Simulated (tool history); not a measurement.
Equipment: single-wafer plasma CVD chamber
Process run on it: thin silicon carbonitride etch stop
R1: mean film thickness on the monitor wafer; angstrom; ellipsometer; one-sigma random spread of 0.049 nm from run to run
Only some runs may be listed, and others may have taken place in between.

Run 1, day 0.000: RF power (kW) 0.215, deposition time (s) 13.3. Result: R1 79.129 angstrom.
Run 2, day 0.212: RF power (kW) 0.215, deposition time (s) 14.1. Result: R1 84.704 angstrom.
Run 3, day 0.396: RF power (kW) 0.220, deposition time (s) 14.3. Result: R1 85.832 angstrom.
Run 4, day 0.654: RF power (kW) 0.225, deposition time (s) 14.5. Result: R1 87.250 angstrom.
Run 5, day 0.996: RF power (kW) 0.225, deposition time (s) 15.5. Result: R1 93.873 angstrom.
Run 6, day 1.021: RF power (kW) 0.230, deposition time (s) 15.6. Result: R1 95.643 angstrom.

For run 7, what comes out?
Run 7, day 1.200: RF power (kW) 0.235, deposition time (s) 15.7. Result: R1 ?.

{"run 7": {"R1": 95.855}}
